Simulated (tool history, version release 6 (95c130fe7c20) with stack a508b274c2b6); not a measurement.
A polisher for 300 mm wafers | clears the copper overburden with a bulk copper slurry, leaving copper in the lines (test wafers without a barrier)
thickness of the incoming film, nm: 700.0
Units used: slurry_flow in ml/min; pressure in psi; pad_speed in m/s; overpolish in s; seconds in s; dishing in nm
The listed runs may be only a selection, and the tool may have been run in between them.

run	hour	slurry_flow	pressure	pad_speed	slurry_solids	overpolish	seconds	dishing
1	0.0	240	2.5	1.42	1.00	10	51.889	43.198
2	1.4	195	2.5	1.42	1.00	10	51.465	43.595
3	3.6	195	1.9	1.42	1.00	10	66.044	40.268
4	6.4	195	1.9	1.42	1.20	10	61.681	41.733
5	13.8	195	1.6	1.42	1.20	10	72.503	38.066
6	19.0	195	2.1	1.42	1.20	10	57.424	41.258
7	24.3	200	2.2	1.42	1.25	8	54.272	39.240
8	30.4	210	2.5	1.44	1.30	3	47.314	25.486
9	34.2	210	2.5	1.44	1.30	4	47.527	30.084
10	39.5	210	2.5	1.44	1.30	6	48.372	36.356

Run 11 comes next. What will it give?
11	45.9	210	2.5	1.44	1.25	6	?	?

seconds: 48.391 s
dishing: 36.492 nm
